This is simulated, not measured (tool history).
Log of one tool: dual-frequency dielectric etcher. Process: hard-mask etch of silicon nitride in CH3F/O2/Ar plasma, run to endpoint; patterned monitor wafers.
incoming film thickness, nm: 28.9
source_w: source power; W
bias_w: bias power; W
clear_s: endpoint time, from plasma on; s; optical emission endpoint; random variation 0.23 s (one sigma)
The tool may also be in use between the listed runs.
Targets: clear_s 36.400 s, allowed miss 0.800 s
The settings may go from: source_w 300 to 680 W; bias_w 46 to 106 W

run 1 hour=0.0 | source_w=490 bias_w=76 | clear_s=40.948
run 2 hour=1.7 | source_w=420 bias_w=76 | clear_s=44.795
run 3 hour=9.2 | source_w=500 bias_w=76 | clear_s=40.719
run 4 hour=13.2 | source_w=500 bias_w=64 | clear_s=43.211
run 5 hour=19.8 | source_w=520 bias_w=64 | clear_s=41.717
run 6 hour=27.7 | source_w=530 bias_w=64 | clear_s=41.636
run 7 hour=31.7 | source_w=540 bias_w=64 | clear_s=41.114
run 8 hour=36.8 | source_w=550 bias_w=64 | clear_s=40.776
run 9 hour=45.0 | source_w=560 bias_w=64 | clear_s=40.232

Which of these 5 next moves meets every target?
run A hour=53.2 | source_w=550 bias_w=72 | clear_s=?
run B hour=53.2 | source_w=570 bias_w=87 | clear_s=?
run C hour=53.2 | source_w=650 bias_w=87 | clear_s=?
run D hour=53.2 | source_w=580 bias_w=68 | clear_s=?
run E hour=53.2 | source_w=530 bias_w=49 | clear_s=?

move=A clear_s=39.306
move=B clear_s=36.550
move=C clear_s=34.250
move=D clear_s=38.858
move=E clear_s=44.290
A: nearer than the last run, and not there yet
B: meets every target
C: takes the result that was furthest off past its target
D: nearer than the last run, and not there yet
E: further off than the last run
Answer: B
